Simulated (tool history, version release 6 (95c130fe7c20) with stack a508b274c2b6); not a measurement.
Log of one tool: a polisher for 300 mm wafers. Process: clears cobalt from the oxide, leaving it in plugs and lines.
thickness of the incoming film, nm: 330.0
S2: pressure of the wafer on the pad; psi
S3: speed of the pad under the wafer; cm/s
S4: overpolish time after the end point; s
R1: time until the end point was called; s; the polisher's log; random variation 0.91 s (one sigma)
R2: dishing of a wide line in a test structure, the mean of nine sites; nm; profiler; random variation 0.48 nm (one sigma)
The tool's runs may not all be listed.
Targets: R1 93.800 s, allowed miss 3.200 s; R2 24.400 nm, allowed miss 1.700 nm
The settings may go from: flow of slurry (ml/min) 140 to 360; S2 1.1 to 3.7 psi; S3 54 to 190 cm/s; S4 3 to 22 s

run 1 hour=0.0 | flow_of_slurry_(ml/min)=230 S2=2.4 S3=122 S4=11 | R1=46.079 R2=45.565
run 2 hour=4.1 | flow_of_slurry_(ml/min)=230 S2=2.4 S3=122 S4=16 | R1=45.532 R2=51.989
run 3 hour=10.4 | flow_of_slurry_(ml/min)=230 S2=2.1 S3=116 S4=13 | R1=52.381 R2=45.103
run 4 hour=16.2 | flow_of_slurry_(ml/min)=225 S2=1.9 S3=108 S4=11 | R1=59.420 R2=37.219
run 5 hour=18.1 | flow_of_slurry_(ml/min)=225 S2=1.7 S3=102 S4=10 | R1=64.477 R2=33.920
run 6 hour=22.0 | flow_of_slurry_(ml/min)=220 S2=1.6 S3=96 S4=10 | R1=72.807 R2=32.805
run 7 hour=27.0 | flow_of_slurry_(ml/min)=215 S2=1.5 S3=94 S4=9 | R1=76.601 R2=29.491
run 8 hour=34.7 | flow_of_slurry_(ml/min)=210 S2=1.1 S3=88 S4=8 | R1=94.798 R2=22.367

4 next moves are on the table. One of them brings every result within its allowed miss. Which?
run A hour=42.4 | flow_of_slurry_(ml/min)=210 S2=1.3 S3=84 S4=7 | R1=? R2=?
run B hour=42.4 | flow_of_slurry_(ml/min)=205 S2=1.2 S3=78 S4=10 | R1=? R2=?
run C hour=42.4 | flow_of_slurry_(ml/min)=165 S2=1.3 S3=84 S4=9 | R1=? R2=?
run D hour=42.4 | flow_of_slurry_(ml/min)=215 S2=1.1 S3=84 S4=7 | R1=? R2=?

move=A R1=92.470 R2=20.625
move=B R1=102.770 R2=25.178
move=C R1=96.037 R2=24.446
move=D R1=99.258 R2=19.464
A: further off than the last run
B: brings the result that was furthest off to its target, and leaves another outside
C: meets every target
D: further off than the last run
The right move is C.
